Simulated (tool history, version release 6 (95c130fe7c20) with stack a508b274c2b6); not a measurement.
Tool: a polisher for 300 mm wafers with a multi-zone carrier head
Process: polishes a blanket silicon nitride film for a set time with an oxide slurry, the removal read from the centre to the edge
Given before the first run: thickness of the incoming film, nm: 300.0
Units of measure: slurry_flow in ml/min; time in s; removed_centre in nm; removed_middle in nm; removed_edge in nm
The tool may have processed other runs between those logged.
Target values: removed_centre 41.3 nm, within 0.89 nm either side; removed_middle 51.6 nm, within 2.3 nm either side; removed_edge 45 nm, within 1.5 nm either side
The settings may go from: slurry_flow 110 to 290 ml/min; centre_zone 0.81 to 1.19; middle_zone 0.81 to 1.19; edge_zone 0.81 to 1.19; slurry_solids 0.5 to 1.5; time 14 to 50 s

Run 1, hour 0: slurry_flow 185 ml/min, centre_zone 1, middle_zone 1, edge_zone 1, slurry_solids 1, time 32 s. Result: removed_centre 32.87 nm, removed_middle 29.715 nm, removed_edge 31.236 nm.
Run 2, hour 2.3: slurry_flow 150 ml/min, centre_zone 1, middle_zone 1, edge_zone 1, slurry_solids 1, time 32 s. Result: removed_centre 31.296 nm, removed_middle 28.921 nm, removed_edge 29.521 nm.
Run 3, hour 10.3: slurry_flow 150 ml/min, centre_zone 1, middle_zone 1, edge_zone 1, slurry_solids 1, time 25 s. Result: removed_centre 24.316 nm, removed_middle 22.308 nm, removed_edge 23.295 nm.
Run 4, hour 12.8: slurry_flow 150 ml/min, centre_zone 1, middle_zone 1, edge_zone 1, slurry_solids 0.85, time 25 s. Result: removed_centre 22.495 nm, removed_middle 20.101 nm, removed_edge 20.799 nm.
Run 5, hour 18: slurry_flow 150 ml/min, centre_zone 1, middle_zone 1, edge_zone 1, slurry_solids 0.85, time 21 s. Result: removed_centre 18.79 nm, removed_middle 16.995 nm, removed_edge 18.21 nm.
At hour 20.7: centre zone pressure recalibrated.
Run 6, hour 20.7: slurry_flow 165 ml/min, centre_zone 0.98, middle_zone 1.04, edge_zone 1, slurry_solids 1, time 24 s. Result: removed_centre 21.119 nm, removed_middle 23.059 nm, removed_edge 22.362 nm.
Run 7, hour 25.8: slurry_flow 185 ml/min, centre_zone 1, middle_zone 1.06, edge_zone 1, slurry_solids 1.1, time 26 s. Result: removed_centre 25.152 nm, removed_middle 26.54 nm, removed_edge 26.038 nm.
Run 8, hour 26.5: slurry_flow 195 ml/min, centre_zone 1.01, middle_zone 1.09, edge_zone 1, slurry_solids 1.2, time 28 s. Result: removed_centre 28.781 nm, removed_middle 30.548 nm, removed_edge 29.548 nm.
Run 9, hour 28.8: slurry_flow 210 ml/min, centre_zone 1.01, middle_zone 1.11, edge_zone 0.99, slurry_solids 1.25, time 29 s. Result: removed_centre 30.393 nm, removed_middle 33.387 nm, removed_edge 30.864 nm.
Run 10, hour 32.6: slurry_flow 225 ml/min, centre_zone 1.01, middle_zone 1.13, edge_zone 1, slurry_solids 1.3, time 30 s. Result: removed_centre 32.232 nm, removed_middle 36 nm, removed_edge 32.303 nm.

Which of these 4 next moves meets every target?
Run A, hour 36.4: slurry_flow 290 ml/min, centre_zone 0.91, middle_zone 1.17, edge_zone 0.97, slurry_solids 1.35, time 40 s. Result: removed_centre ?, removed_middle ?, removed_edge ?.
Run B, hour 36.4: slurry_flow 255 ml/min, centre_zone 1.07, middle_zone 1.19, edge_zone 0.83, slurry_solids 1.25, time 39 s. Result: removed_centre ?, removed_middle ?, removed_edge ?.
Run C, hour 36.4: slurry_flow 220 ml/min, centre_zone 1.19, middle_zone 1.02, edge_zone 0.92, slurry_solids 1.25, time 39 s. Result: removed_centre ?, removed_middle ?, removed_edge ?.
Run D, hour 36.4: slurry_flow 225 ml/min, centre_zone 0.94, middle_zone 1.04, edge_zone 1.09, slurry_solids 1.5, time 39 s. Result: removed_centre ?, removed_middle ?, removed_edge ?.

move  removed_centre  removed_middle  removed_edge
   A          41.616          52.026        45.655
   B          45.148          49.129        40.279
   C          48.876          42.207        41.294
   D          42.099          46.321        47.531
A: hits every target within its allowed miss
B: takes the biggest miss from the last run beyond its target
C: takes the biggest miss from the last run beyond its target
D: the furthest-off result lands on target, but another misses its tolerance
Answer: A

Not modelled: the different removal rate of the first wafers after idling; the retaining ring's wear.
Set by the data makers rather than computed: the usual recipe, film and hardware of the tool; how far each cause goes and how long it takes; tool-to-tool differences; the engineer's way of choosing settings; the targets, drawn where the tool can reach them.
